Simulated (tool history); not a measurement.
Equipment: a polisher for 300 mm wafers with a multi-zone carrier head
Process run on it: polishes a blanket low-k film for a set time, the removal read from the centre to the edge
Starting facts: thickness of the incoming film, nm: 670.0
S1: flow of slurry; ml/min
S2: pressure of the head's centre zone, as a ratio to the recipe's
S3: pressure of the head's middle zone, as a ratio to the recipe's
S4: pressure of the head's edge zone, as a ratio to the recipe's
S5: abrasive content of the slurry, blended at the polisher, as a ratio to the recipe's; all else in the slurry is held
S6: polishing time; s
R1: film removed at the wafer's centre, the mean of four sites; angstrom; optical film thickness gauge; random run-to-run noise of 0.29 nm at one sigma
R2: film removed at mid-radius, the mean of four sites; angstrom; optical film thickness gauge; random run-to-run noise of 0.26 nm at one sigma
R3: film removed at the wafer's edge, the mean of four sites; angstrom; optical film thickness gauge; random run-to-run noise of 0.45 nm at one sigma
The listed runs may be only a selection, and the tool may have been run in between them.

run	hour	S1	S2	S3	S4	S5	S6	R1	R2	R3
1	0.0	230	1.00	1.00	1.00	1.00	48	212.15	227.43	221.19
2	3.8	230	1.00	1.00	1.00	1.00	39	172.86	182.19	176.22
3	6.5	230	1.00	0.97	1.00	1.00	39	175.58	178.53	176.33
4	12.5	230	1.00	0.97	0.93	1.00	39	173.76	174.74	175.20
5	16.5	230	1.00	1.00	0.93	1.00	39	171.98	181.81	174.82
6	20.7	230	1.00	1.00	0.93	1.00	31	139.32	144.30	138.96
7	22.3	225	0.99	0.94	0.95	1.15	37	175.85	179.72	179.85

The next listed run, before its measurement:
8	23.6	245	1.08	0.84	1.05	1.40	48	?	?	?

R1: 267.83 angstrom
R2: 227.30 angstrom
R3: 270.92 angstrom
